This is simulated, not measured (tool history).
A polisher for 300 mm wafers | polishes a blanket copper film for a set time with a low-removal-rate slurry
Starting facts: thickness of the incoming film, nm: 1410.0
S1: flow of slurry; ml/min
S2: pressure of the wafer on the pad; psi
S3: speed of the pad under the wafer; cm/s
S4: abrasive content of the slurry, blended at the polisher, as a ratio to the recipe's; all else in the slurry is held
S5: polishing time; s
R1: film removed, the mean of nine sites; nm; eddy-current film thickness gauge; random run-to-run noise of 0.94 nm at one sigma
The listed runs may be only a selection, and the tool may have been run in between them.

run  hour   S1   S2  S3   S4  S5      R1
  1   0.0  265  2.3  98  1.0  58  140.42
  2   6.4  260  2.2  98  1.0  58  134.22
  3  10.8  260  2.2  98  1.2  58  142.87
  4  13.7  260  2.2  98  1.2  52  127.29
  5  15.3  260  2.2  98  1.4  52  133.63
  6  17.7  260  2.2  98  1.5  52  136.56

Estimate the outcome of run 7 from the log above:
  7  25.3  255  2.1  98  1.5  52   ?

Run 7 yielded R1 130.01 nm.
